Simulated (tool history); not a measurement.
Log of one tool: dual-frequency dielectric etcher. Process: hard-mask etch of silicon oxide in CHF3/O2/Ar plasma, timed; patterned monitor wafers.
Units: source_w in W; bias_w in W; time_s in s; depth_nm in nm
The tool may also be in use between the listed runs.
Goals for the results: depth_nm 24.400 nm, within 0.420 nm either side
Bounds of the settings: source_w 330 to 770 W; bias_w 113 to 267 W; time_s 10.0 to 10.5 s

Run 1, day 0.000: source_w 550 W, bias_w 190 W, time_s 10.5 s. Result: depth_nm 20.285 nm.
Run 2, day 0.096: source_w 450 W, bias_w 190 W, time_s 10.5 s. Result: depth_nm 18.500 nm.
Run 3, day 0.229: source_w 510 W, bias_w 193 W, time_s 10.5 s. Result: depth_nm 19.679 nm.
Run 4, day 0.475: source_w 560 W, bias_w 195 W, time_s 10.5 s. Result: depth_nm 20.536 nm.
Run 5, day 0.671: source_w 520 W, bias_w 195 W, time_s 10.5 s. Result: depth_nm 19.977 nm.
Run 6, day 0.750: source_w 520 W, bias_w 195 W, time_s 10.0 s. Result: depth_nm 18.953 nm.
Run 7, day 0.812: source_w 520 W, bias_w 195 W, time_s 10.0 s. Result: depth_nm 19.246 nm.
Run 8, day 0.938: source_w 570 W, bias_w 199 W, time_s 10.0 s. Result: depth_nm 19.873 nm.
Run 9, day 1.046: source_w 610 W, bias_w 208 W, time_s 10.0 s. Result: depth_nm 20.959 nm.
Run 10, day 1.354: source_w 640 W, bias_w 212 W, time_s 10.0 s. Result: depth_nm 21.296 nm.
Run 11, day 1.621: source_w 660 W, bias_w 219 W, time_s 10.0 s. Result: depth_nm 21.920 nm.
Run 12, day 1.817: source_w 680 W, bias_w 223 W, time_s 10.0 s. Result: depth_nm 22.328 nm.
Run 13, day 2.104: source_w 680 W, bias_w 223 W, time_s 10.0 s. Result: depth_nm 22.401 nm.
Run 14, day 2.229: source_w 700 W, bias_w 226 W, time_s 10.0 s. Result: depth_nm 22.937 nm.
Run 15, day 2.529: source_w 710 W, bias_w 228 W, time_s 10.0 s. Result: depth_nm 22.882 nm.
Run 16, day 2.575: source_w 720 W, bias_w 232 W, time_s 10.0 s. Result: depth_nm 23.367 nm.
Run 17, day 2.792: source_w 730 W, bias_w 234 W, time_s 10.0 s. Result: depth_nm 23.586 nm.

Exactly one of the 4 candidate moves below puts every result within its allowed miss. Which one?
Run A, day 3.008: source_w 720 W, bias_w 234 W, time_s 10.0 s. Result: depth_nm ?.
Run B, day 3.008: source_w 770 W, bias_w 213 W, time_s 10.5 s. Result: depth_nm ?.
Run C, day 3.008: source_w 750 W, bias_w 256 W, time_s 10.5 s. Result: depth_nm ?.
Run D, day 3.008: source_w 710 W, bias_w 260 W, time_s 10.5 s. Result: depth_nm ?.

move  depth_nm
   A    23.217
   B    24.430
   C    25.486
   D    25.004
A: moves away from the targets compared with the last run
B: each result inside its tolerance
C: moves the result that the last run missed by most past its target, out the other side
D: moves the result that the last run missed by most past its target, out the other side
Move B is the one to make.

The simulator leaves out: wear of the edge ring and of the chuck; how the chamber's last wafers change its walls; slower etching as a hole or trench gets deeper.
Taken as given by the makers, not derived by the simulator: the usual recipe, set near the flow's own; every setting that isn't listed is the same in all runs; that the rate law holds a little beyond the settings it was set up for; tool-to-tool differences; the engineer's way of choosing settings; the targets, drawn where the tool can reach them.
